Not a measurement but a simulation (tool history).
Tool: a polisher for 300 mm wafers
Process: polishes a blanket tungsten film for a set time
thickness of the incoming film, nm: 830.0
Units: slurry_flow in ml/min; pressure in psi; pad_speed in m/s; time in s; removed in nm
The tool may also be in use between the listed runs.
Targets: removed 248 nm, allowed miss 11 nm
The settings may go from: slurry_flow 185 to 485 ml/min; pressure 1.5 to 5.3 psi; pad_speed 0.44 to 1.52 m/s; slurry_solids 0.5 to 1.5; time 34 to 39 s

run 1 hour=0 | slurry_flow=310 pressure=3.4 pad_speed=0.98 slurry_solids=1 time=39 | removed=152.54
run 2 hour=2.3 | slurry_flow=310 pressure=3.4 pad_speed=0.98 slurry_solids=1 time=39 | removed=152.03
run 3 hour=3.7 | slurry_flow=310 pressure=3.8 pad_speed=0.98 slurry_solids=1 time=39 | removed=168.12
run 4 hour=8.1 | slurry_flow=310 pressure=4.1 pad_speed=0.98 slurry_solids=1 time=39 | removed=182.04
run 5 hour=12.5 | slurry_flow=310 pressure=4.1 pad_speed=0.78 slurry_solids=1 time=39 | removed=145.42
run 6 hour=18.4 | slurry_flow=310 pressure=4.1 pad_speed=0.78 slurry_solids=1.2 time=39 | removed=154.9
run 7 hour=24 | slurry_flow=310 pressure=4.4 pad_speed=0.82 slurry_solids=1.2 time=39 | removed=170.91
run 8 hour=32.1 | slurry_flow=310 pressure=4.6 pad_speed=0.86 slurry_solids=1.2 time=39 | removed=187.04
run 9 hour=34.7 | slurry_flow=310 pressure=4.8 pad_speed=0.88 slurry_solids=1.2 time=39 | removed=205.18
run 10 hour=36.5 | slurry_flow=310 pressure=4.9 pad_speed=0.9 slurry_solids=1.2 time=39 | removed=214.05
run 11 hour=40.8 | slurry_flow=310 pressure=5 pad_speed=0.9 slurry_solids=1.2 time=39 | removed=213.35
run 12 hour=48.5 | slurry_flow=310 pressure=5.1 pad_speed=0.92 slurry_solids=1.2 time=39 | removed=225.16
run 13 hour=50.9 | slurry_flow=310 pressure=5.1 pad_speed=0.92 slurry_solids=1.2 time=39 | removed=219.59
run 14 hour=57.5 | slurry_flow=310 pressure=5.1 pad_speed=0.92 slurry_solids=1.2 time=39 | removed=222.48
run 15 hour=63.4 | slurry_flow=310 pressure=5.1 pad_speed=0.94 slurry_solids=1.2 time=39 | removed=230.49
run 16 hour=65.1 | slurry_flow=310 pressure=5.2 pad_speed=0.96 slurry_solids=1.2 time=39 | removed=239.56

Which of these 4 next moves meets every target?
run A hour=66.8 | slurry_flow=380 pressure=5.2 pad_speed=0.98 slurry_solids=1.15 time=36 | removed=?
run B hour=66.8 | slurry_flow=225 pressure=5.2 pad_speed=0.94 slurry_solids=1.25 time=39 | removed=?
run C hour=66.8 | slurry_flow=310 pressure=5.1 pad_speed=1.02 slurry_solids=1.25 time=39 | removed=?
run D hour=66.8 | slurry_flow=325 pressure=5.2 pad_speed=0.9 slurry_solids=1.25 time=38 | removed=?

move=A removed=224.44
move=B removed=226.49
move=C removed=249.62
move=D removed=220.53
A: further off than the last run
B: further off than the last run
C: meets every target
D: further off than the last run
Answer: C

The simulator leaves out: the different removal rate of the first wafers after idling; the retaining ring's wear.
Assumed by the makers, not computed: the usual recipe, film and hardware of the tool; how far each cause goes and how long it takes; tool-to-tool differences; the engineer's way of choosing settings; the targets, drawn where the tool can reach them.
